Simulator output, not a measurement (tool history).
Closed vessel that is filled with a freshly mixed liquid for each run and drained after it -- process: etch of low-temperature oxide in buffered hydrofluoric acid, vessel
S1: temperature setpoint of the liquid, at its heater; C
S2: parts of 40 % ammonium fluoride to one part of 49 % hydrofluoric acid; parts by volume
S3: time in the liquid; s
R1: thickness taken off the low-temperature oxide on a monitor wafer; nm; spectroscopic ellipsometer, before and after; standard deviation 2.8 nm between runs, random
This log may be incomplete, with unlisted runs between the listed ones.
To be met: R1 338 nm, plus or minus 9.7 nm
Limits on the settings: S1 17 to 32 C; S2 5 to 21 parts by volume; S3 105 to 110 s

run,hour,S1,S2,S3,R1
1,0,24,13,105,168.61
2,6.3,24,10.5,105,208.09
3,9,24,12.5,105,171.61
4,13.5,25,12,105,185.99
5,22.4,23.5,12,105,176.08
6,28.1,23.5,12,110,182.85
7,35.5,24.5,12,110,193.33
8,39.7,25.5,11.5,110,211.7
9,40.3,26,11,110,230.06
10,43.7,26.5,11,110,235.76
11,44.7,27,11,110,242.95
12,53,27.5,11,110,246.76

Consider the 5 candidate settings below. Which is the only one whose results all fall within their allowed miss of target?
A,61.3,24,5.5,110,?
B,61.3,29,10,110,?
C,61.3,28.5,7.5,110,?
D,61.3,28.5,7,110,?
E,61.3,25.5,7,110,?

move,R1
A,390.24
B,295.73
C,374.85
D,403.8
E,344.04
A: the result that was furthest off in the last run now lies on the other side of its target
B: an improvement on the last run, though not all results are within tolerance
C: the result that was furthest off in the last run now lies on the other side of its target
D: the result that was furthest off in the last run now lies on the other side of its target
E: each result inside its tolerance
The right move is E.
